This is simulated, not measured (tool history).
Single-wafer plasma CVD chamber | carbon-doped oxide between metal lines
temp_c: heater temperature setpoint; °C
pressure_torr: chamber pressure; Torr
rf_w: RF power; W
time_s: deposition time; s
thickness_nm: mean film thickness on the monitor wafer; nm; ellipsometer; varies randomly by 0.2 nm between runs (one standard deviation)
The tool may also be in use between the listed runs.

| run | day | temp_c | pressure_torr | rf_w | time_s | thickness_nm |
|---|---|---|---|---|---|---|
| 1 | 0 | 330 | 6.63 | 510 | 13 | 76.8 |
| 2 | 0.129 | 330 | 5.71 | 510 | 13 | 75.225 |
| 3 | 0.321 | 333 | 5.5 | 490 | 13 | 71.674 |
| 4 | 0.367 | 333 | 4.69 | 490 | 13 | 70.437 |
| 5 | 0.629 | 328 | 4.69 | 490 | 13 | 71.491 |
| 6 | 0.929 | 328 | 4.69 | 490 | 13 | 72.254 |
| 7 | 1.125 | 331 | 4.6 | 475 | 13 | 69.055 |
| 8 | 1.208 | 333 | 4.52 | 465 | 13 | 67.263 |
| 9 | 1.571 | 335 | 4.45 | 455 | 13 | 65.867 |
| 10 | 1.904 | 337 | 4.39 | 445 | 13 | 63.376 |
| 11 | 2.012 | 339 | 4.34 | 440 | 13 | 61.992 |
| 12 | 2.067 | 341 | 4.29 | 435 | 13 | 61.308 |

Predict the results of run 13:
| 13 | 2.175 | 350 | 3.98 | 360 | 13 | ? |

Run 13 gave thickness_nm 49.824 nm.

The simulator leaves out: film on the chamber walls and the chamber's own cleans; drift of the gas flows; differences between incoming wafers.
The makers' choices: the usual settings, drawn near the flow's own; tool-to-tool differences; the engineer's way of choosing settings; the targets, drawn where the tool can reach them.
